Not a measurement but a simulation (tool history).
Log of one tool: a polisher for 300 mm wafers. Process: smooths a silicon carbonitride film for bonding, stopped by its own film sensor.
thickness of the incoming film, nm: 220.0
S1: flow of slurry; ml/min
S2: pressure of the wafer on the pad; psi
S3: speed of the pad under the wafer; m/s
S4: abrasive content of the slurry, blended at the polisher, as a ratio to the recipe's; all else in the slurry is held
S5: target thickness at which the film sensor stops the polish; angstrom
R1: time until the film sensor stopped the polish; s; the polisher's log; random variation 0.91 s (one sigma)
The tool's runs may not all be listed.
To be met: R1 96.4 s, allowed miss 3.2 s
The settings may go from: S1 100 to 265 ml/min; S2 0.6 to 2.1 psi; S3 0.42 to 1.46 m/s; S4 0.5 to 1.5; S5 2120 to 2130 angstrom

| run | hour | S1 | S2 | S3 | S4 | S5 | R1 |
|---|---|---|---|---|---|---|---|
| 1 | 0 | 170 | 1.3 | 0.94 | 1 | 2120 | 61.802 |
| 2 | 3.4 | 170 | 1.3 | 0.94 | 1.2 | 2120 | 58.664 |
| 3 | 7.5 | 170 | 1.2 | 0.94 | 1.2 | 2120 | 65.055 |
| 4 | 8.1 | 170 | 1.1 | 0.94 | 1.2 | 2120 | 69.923 |
| 5 | 15.1 | 170 | 1 | 0.94 | 1.2 | 2120 | 77.693 |
| 6 | 24 | 190 | 1 | 0.94 | 1.2 | 2120 | 75.1 |
| 7 | 28 | 185 | 1 | 0.94 | 1.2 | 2120 | 75.793 |
| 8 | 37 | 180 | 1 | 0.94 | 1.2 | 2120 | 76.042 |
| 9 | 42.2 | 175 | 1 | 0.94 | 1.2 | 2120 | 76.705 |
| 10 | 49.5 | 175 | 1 | 0.94 | 1.2 | 2120 | 77.772 |
| 11 | 54.2 | 170 | 1 | 0.94 | 1.2 | 2120 | 77.207 |
| 12 | 56.3 | 165 | 0.7 | 0.94 | 1.2 | 2120 | 109.45 |
| 13 | 63.7 | 170 | 0.7 | 0.94 | 1.2 | 2120 | 108.33 |
| 14 | 68 | 175 | 0.7 | 0.94 | 1.2 | 2120 | 107.31 |
| 15 | 73.8 | 180 | 0.7 | 0.94 | 1.2 | 2120 | 106.58 |
| 16 | 80.5 | 185 | 0.7 | 0.94 | 1.2 | 2120 | 106.74 |
| 17 | 87.1 | 190 | 0.7 | 0.94 | 1.2 | 2120 | 106.38 |
| 18 | 88 | 200 | 0.7 | 0.94 | 1.2 | 2120 | 105.89 |

Which of these 5 next moves meets every target?
| A | 88.9 | 205 | 1 | 0.8 | 0.85 | 2120 | ? |
| B | 88.9 | 220 | 0.7 | 1 | 1 | 2120 | ? |
| C | 88.9 | 205 | 0.7 | 0.88 | 1.35 | 2120 | ? |
| D | 88.9 | 215 | 0.7 | 0.92 | 1.2 | 2120 | ? |
| E | 88.9 | 230 | 0.7 | 0.98 | 1.1 | 2120 | ? |

| move | R1 |
|---|---|
| A | 95.004 |
| B | 104.68 |
| C | 105.49 |
| D | 105.34 |
| E | 102.48 |
A: meets every target
B: nearer than the last run, and not there yet
C: as far off as the last run
D: nearer than the last run, and not there yet
E: nearer than the last run, and not there yet
Move A is the one to make.
